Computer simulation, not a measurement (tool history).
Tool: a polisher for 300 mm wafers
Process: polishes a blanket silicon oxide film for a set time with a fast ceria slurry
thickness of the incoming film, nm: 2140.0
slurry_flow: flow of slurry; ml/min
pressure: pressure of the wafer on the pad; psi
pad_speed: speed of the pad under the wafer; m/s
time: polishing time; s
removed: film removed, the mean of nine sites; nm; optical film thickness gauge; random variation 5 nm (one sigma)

{"run": 1, "hour": 0.0, "slurry_flow": 130, "pressure": 2.6, "pad_speed": 0.94, "time": 69, "removed": 688.75}
{"run": 2, "hour": 6.5, "slurry_flow": 130, "pressure": 2.3, "pad_speed": 0.94, "time": 69, "removed": 617.11}
{"run": 3, "hour": 9.3, "slurry_flow": 130, "pressure": 2.3, "pad_speed": 0.74, "time": 69, "removed": 494.28}
{"run": 4, "hour": 15.4, "slurry_flow": 105, "pressure": 2.3, "pad_speed": 0.74, "time": 69, "removed": 468.62}
{"run": 5, "hour": 19.7, "slurry_flow": 105, "pressure": 2.3, "pad_speed": 0.74, "time": 73, "removed": 503.76}
{"run": 6, "hour": 27.9, "slurry_flow": 105, "pressure": 2.2, "pad_speed": 0.74, "time": 73, "removed": 470.86}

The next listed run, before its measurement:
{"run": 7, "hour": 35.3, "slurry_flow": 105, "pressure": 2.1, "pad_speed": 0.74, "time": 73, "removed": "?"}

{"run 7": {"removed": 455.92}}

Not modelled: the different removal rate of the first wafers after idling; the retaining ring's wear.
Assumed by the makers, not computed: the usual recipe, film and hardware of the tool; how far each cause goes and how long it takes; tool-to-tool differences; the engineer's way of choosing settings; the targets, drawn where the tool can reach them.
